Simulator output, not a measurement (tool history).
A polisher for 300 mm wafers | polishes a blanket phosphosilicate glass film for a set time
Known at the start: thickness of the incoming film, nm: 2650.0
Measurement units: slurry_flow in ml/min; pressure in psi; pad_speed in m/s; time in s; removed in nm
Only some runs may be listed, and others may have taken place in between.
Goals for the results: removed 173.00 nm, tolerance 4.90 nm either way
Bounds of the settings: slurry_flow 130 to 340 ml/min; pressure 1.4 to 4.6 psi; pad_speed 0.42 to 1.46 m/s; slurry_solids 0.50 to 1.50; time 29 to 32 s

{"run": 1, "hour": 0.0, "slurry_flow": 220, "pressure": 3.0, "pad_speed": 0.94, "slurry_solids": 1.0, "time": 32, "removed": 297.36}
{"run": 2, "hour": 6.8, "slurry_flow": 220, "pressure": 3.0, "pad_speed": 0.82, "slurry_solids": 1.0, "time": 32, "removed": 265.58}
{"run": 3, "hour": 9.7, "slurry_flow": 220, "pressure": 3.0, "pad_speed": 0.82, "slurry_solids": 1.0, "time": 29, "removed": 245.71}
{"run": 4, "hour": 16.9, "slurry_flow": 220, "pressure": 3.0, "pad_speed": 0.82, "slurry_solids": 1.0, "time": 32, "removed": 261.72}
{"run": 5, "hour": 23.7, "slurry_flow": 220, "pressure": 3.0, "pad_speed": 0.82, "slurry_solids": 1.1, "time": 32, "removed": 279.49}
{"run": 6, "hour": 25.5, "slurry_flow": 220, "pressure": 3.0, "pad_speed": 0.82, "slurry_solids": 1.1, "time": 29, "removed": 251.48}
{"run": 7, "hour": 32.3, "slurry_flow": 215, "pressure": 2.6, "pad_speed": 0.82, "slurry_solids": 1.1, "time": 29, "removed": 217.76}
{"run": 8, "hour": 37.4, "slurry_flow": 210, "pressure": 2.4, "pad_speed": 0.82, "slurry_solids": 1.1, "time": 29, "removed": 201.91}
{"run": 9, "hour": 45.7, "slurry_flow": 205, "pressure": 2.3, "pad_speed": 0.82, "slurry_solids": 1.1, "time": 29, "removed": 193.18}
{"run": 10, "hour": 50.8, "slurry_flow": 195, "pressure": 2.2, "pad_speed": 0.82, "slurry_solids": 1.1, "time": 29, "removed": 184.37}
{"run": 11, "hour": 52.4, "slurry_flow": 185, "pressure": 2.2, "pad_speed": 0.82, "slurry_solids": 1.1, "time": 29, "removed": 182.99}
{"run": 12, "hour": 58.1, "slurry_flow": 180, "pressure": 2.2, "pad_speed": 0.82, "slurry_solids": 1.1, "time": 29, "removed": 182.91}
{"run": 13, "hour": 63.9, "slurry_flow": 175, "pressure": 2.2, "pad_speed": 0.82, "slurry_solids": 1.1, "time": 29, "removed": 181.97}
{"run": 14, "hour": 72.3, "slurry_flow": 170, "pressure": 2.2, "pad_speed": 0.82, "slurry_solids": 1.1, "time": 29, "removed": 181.9}
{"run": 15, "hour": 78.8, "slurry_flow": 165, "pressure": 2.2, "pad_speed": 0.82, "slurry_solids": 1.1, "time": 29, "removed": 181.84}

Which single option among these 4 for the next run brings every result within its allowed miss of target? Just one does.
{"run": "A", "hour": 85.3, "slurry_flow": 170, "pressure": 1.5, "pad_speed": 1.18, "slurry_solids": 1.15, "time": 32, "removed": "?"}
{"run": "B", "hour": 85.3, "slurry_flow": 130, "pressure": 2.1, "pad_speed": 0.98, "slurry_solids": 1.05, "time": 29, "removed": "?"}
{"run": "C", "hour": 85.3, "slurry_flow": 150, "pressure": 1.8, "pad_speed": 0.9, "slurry_solids": 1.1, "time": 32, "removed": "?"}
{"run": "D", "hour": 85.3, "slurry_flow": 130, "pressure": 1.9, "pad_speed": 0.88, "slurry_solids": 1.5, "time": 30, "removed": "?"}

move=A removed=186.90
move=B removed=188.93
move=C removed=174.76
move=D removed=186.71
A: the biggest miss grows against the last run
B: the biggest miss grows against the last run
C: all results in spec
D: the biggest miss grows against the last run
C meets every target.
